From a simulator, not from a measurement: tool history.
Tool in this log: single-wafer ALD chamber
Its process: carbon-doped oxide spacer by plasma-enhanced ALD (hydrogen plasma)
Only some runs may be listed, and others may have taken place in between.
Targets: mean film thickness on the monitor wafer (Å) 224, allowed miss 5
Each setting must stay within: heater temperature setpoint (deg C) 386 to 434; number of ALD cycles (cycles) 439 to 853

| run | day | heater temperature setpoint (deg C) | number of ALD cycles (cycles) | mean film thickness on the monitor wafer (Å) |
|---|---|---|---|---|
| 1 | 0 | 410 | 646 | 310.67 |
| 2 | 0.404 | 412 | 608 | 290.3 |
| 3 | 0.504 | 412 | 659 | 315.15 |
| 4 | 0.717 | 414 | 619 | 294.68 |
| 5 | 0.996 | 422 | 619 | 287.73 |
| 6 | 1.283 | 422 | 531 | 246.5 |
| 7 | 1.612 | 423 | 521 | 241.32 |
| 8 | 1.708 | 424 | 514 | 236.36 |
| 9 | 1.962 | 425 | 509 | 233.08 |

Pick the move, out of 4, that brings all results within their allowed miss; only one does.
| A | 2.217 | 432 | 531 | ? |
| B | 2.217 | 428 | 493 | ? |
| C | 2.217 | 421 | 517 | ? |
| D | 2.217 | 434 | 475 | ? |

| move | mean film thickness on the monitor wafer (Å) |
|---|---|
| A | 239.87 |
| B | 225.6 |
| C | 241.91 |
| D | 213.17 |
A: lands further from the targets than the last run did
B: all results in spec
C: lands further from the targets than the last run did
D: carries the result that was furthest off beyond its target, to the other side
The move that meets every target is B.
